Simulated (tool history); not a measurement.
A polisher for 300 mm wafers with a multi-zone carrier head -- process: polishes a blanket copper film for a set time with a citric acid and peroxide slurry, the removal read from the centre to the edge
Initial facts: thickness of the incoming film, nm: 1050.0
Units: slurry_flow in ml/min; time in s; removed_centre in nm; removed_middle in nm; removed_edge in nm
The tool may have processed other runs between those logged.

run	hour	slurry_flow	centre_zone	middle_zone	edge_zone	slurry_solids	time	removed_centre	removed_middle	removed_edge
1	0.0	140	1.00	1.00	1.00	1.00	32	47.017	46.412	47.489
2	4.4	145	0.99	1.01	1.02	1.05	33	49.451	49.480	50.485
3	13.2	150	0.98	1.02	1.04	1.10	34	51.172	52.034	52.454
4	19.2	150	0.98	1.02	1.04	1.10	39	58.415	58.772	61.198
5	26.9	150	0.97	1.03	1.05	1.15	39	57.798	60.248	62.625
6	34.4	155	0.97	1.04	1.06	1.20	39	60.582	62.816	63.952
7	40.1	160	0.96	1.05	1.07	1.20	39	57.978	62.952	63.644

For run 8, what comes out?
8	48.2	160	0.96	1.06	1.08	1.25	39	?	?	?

removed_centre: 60.805 nm
removed_middle: 64.142 nm
removed_edge: 63.470 nm

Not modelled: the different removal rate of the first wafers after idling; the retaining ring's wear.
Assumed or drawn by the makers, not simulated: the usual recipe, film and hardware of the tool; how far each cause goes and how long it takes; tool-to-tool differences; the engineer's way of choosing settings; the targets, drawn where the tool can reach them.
